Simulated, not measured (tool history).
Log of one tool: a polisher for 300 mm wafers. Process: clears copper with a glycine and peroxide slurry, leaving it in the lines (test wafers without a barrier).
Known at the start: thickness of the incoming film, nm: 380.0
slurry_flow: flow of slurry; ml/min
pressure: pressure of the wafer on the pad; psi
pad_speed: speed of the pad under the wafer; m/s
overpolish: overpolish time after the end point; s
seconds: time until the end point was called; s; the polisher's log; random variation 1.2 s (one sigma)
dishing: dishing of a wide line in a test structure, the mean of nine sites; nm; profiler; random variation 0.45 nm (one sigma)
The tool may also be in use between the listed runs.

run 1 hour=0.0 | slurry_flow=265 pressure=1.8 pad_speed=1.20 overpolish=26 | seconds=102.18 dishing=38.476
run 2 hour=8.8 | slurry_flow=265 pressure=1.8 pad_speed=1.08 overpolish=26 | seconds=111.16 dishing=38.789
run 3 hour=9.6 | slurry_flow=315 pressure=1.8 pad_speed=1.08 overpolish=26 | seconds=108.57 dishing=38.006
run 4 hour=17.8 | slurry_flow=320 pressure=1.8 pad_speed=1.10 overpolish=21 | seconds=107.49 dishing=35.207
run 5 hour=19.3 | slurry_flow=325 pressure=1.8 pad_speed=1.12 overpolish=17 | seconds=104.87 dishing=33.238
run 6 hour=20.0 | slurry_flow=325 pressure=1.8 pad_speed=1.12 overpolish=21 | seconds=104.91 dishing=35.973
run 7 hour=22.0 | slurry_flow=310 pressure=1.8 pad_speed=1.14 overpolish=17 | seconds=106.33 dishing=31.908

Forecast run 8:
run 8 hour=23.5 | slurry_flow=305 pressure=1.8 pad_speed=1.14 overpolish=16 | seconds=? dishing=?

seconds: 102.75 s
dishing: 31.395 nm
